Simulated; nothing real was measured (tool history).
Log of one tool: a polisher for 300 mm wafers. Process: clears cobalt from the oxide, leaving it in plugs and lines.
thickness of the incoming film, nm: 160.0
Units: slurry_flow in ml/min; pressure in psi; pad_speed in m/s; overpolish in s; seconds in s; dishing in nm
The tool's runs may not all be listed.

run 1 day=0 | slurry_flow=310 pressure=2.2 pad_speed=0.82 overpolish=22 | seconds=31.465 dishing=45.12
run 2 day=0.308 | slurry_flow=310 pressure=2.3 pad_speed=0.82 overpolish=22 | seconds=30.227 dishing=45.991
run 3 day=0.508 | slurry_flow=310 pressure=2.4 pad_speed=0.82 overpolish=22 | seconds=29.17 dishing=47.927
run 4 day=0.542 | slurry_flow=310 pressure=2.4 pad_speed=0.82 overpolish=30 | seconds=28.943 dishing=50.304
run 5 day=0.625 | slurry_flow=250 pressure=2.4 pad_speed=0.82 overpolish=30 | seconds=29.736 dishing=49.563
run 6 day=0.946 | slurry_flow=255 pressure=2.5 pad_speed=0.82 overpolish=28 | seconds=28.103 dishing=50.186

The next listed run, before its measurement:
run 7 day=1.225 | slurry_flow=255 pressure=2.6 pad_speed=0.82 overpolish=26 | seconds=? dishing=?

{"run 7": {"seconds": 27.441, "dishing": 50.248}}
